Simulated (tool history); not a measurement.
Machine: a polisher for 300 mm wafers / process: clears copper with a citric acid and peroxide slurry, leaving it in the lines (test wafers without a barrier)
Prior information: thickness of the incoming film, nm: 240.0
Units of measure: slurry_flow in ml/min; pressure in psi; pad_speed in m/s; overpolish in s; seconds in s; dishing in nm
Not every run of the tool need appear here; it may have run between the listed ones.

| run | hour | slurry_flow | pressure | pad_speed | slurry_solids | overpolish | seconds | dishing |
|---|---|---|---|---|---|---|---|---|
| 1 | 0.0 | 210 | 3.8 | 0.94 | 1.0 | 10 | 97.147 | 20.486 |
| 2 | 2.6 | 210 | 3.8 | 0.94 | 0.9 | 10 | 96.518 | 20.417 |
| 3 | 5.5 | 165 | 3.8 | 0.94 | 0.9 | 10 | 99.242 | 19.181 |
| 4 | 12.0 | 165 | 3.9 | 0.94 | 0.9 | 11 | 98.067 | 21.884 |
| 5 | 16.7 | 165 | 4.0 | 0.94 | 0.9 | 11 | 95.899 | 21.444 |
| 6 | 23.1 | 170 | 4.1 | 0.94 | 0.9 | 11 | 93.653 | 22.562 |
| 7 | 27.1 | 170 | 4.1 | 0.94 | 0.9 | 11 | 92.535 | 22.393 |

The next listed run, before its measurement:
| 8 | 29.5 | 170 | 4.2 | 0.94 | 0.9 | 11 | ? | ? |

seconds: 91.793 s
dishing: 21.876 nm

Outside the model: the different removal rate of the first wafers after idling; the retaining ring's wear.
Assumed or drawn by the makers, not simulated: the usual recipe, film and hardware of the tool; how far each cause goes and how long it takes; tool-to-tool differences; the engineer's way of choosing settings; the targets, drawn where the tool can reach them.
